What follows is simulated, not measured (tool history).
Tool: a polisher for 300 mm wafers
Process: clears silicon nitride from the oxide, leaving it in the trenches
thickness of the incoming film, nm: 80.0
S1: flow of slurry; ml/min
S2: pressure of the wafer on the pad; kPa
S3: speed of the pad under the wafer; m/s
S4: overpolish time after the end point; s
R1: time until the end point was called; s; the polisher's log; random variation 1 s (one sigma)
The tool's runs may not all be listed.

run 1 day=0 | S1=295 S2=11 S3=1.18 S4=7 | R1=146.23
run 2 day=0.079 | S1=295 S2=11 S3=1.4 S4=7 | R1=123.7
run 3 day=0.367 | S1=295 S2=11 S3=1.4 S4=7 | R1=123.64
run 4 day=0.462 | S1=295 S2=9.7 S3=1.4 S4=7 | R1=141.07
run 5 day=0.6 | S1=295 S2=11 S3=1.4 S4=7 | R1=124.52
run 6 day=0.779 | S1=295 S2=9.7 S3=1.4 S4=7 | R1=139.51
run 7 day=0.838 | S1=295 S2=9.7 S3=1.4 S4=7 | R1=140.41

Run 8 comes next. What will it give?
run 8 day=1.154 | S1=295 S2=11 S3=1.4 S4=7 | R1=?

Run 8 gave R1 126.23 s.
